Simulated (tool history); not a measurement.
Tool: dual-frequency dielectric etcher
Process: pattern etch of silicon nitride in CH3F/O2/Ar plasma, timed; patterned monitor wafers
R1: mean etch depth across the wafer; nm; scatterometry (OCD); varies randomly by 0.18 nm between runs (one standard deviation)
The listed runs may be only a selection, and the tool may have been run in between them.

run 1 hour=0 | source_power_(W)=400 bias_power_(W)=67 etch_time_(s)=68 | R1=48.988
run 2 hour=0.7 | source_power_(W)=430 bias_power_(W)=71 etch_time_(s)=68 | R1=51.973
run 3 hour=9.2 | source_power_(W)=430 bias_power_(W)=71 etch_time_(s)=68 | R1=52.188
run 4 hour=11.1 | source_power_(W)=430 bias_power_(W)=61 etch_time_(s)=68 | R1=47.872
run 5 hour=16.6 | source_power_(W)=450 bias_power_(W)=65 etch_time_(s)=68 | R1=50.828
run 6 hour=22.8 | source_power_(W)=470 bias_power_(W)=68 etch_time_(s)=68 | R1=53.078
run 7 hour=29.4 | source_power_(W)=490 bias_power_(W)=70 etch_time_(s)=68 | R1=55.177
run 8 hour=37.2 | source_power_(W)=500 bias_power_(W)=72 etch_time_(s)=68 | R1=56.229
run 9 hour=38.7 | source_power_(W)=510 bias_power_(W)=74 etch_time_(s)=68 | R1=57.755
run 10 hour=43.1 | source_power_(W)=520 bias_power_(W)=75 etch_time_(s)=68 | R1=58.658

The next listed run, before its measurement:
run 11 hour=44 | source_power_(W)=530 bias_power_(W)=76 etch_time_(s)=68 | R1=?

R1: 59.274 nm
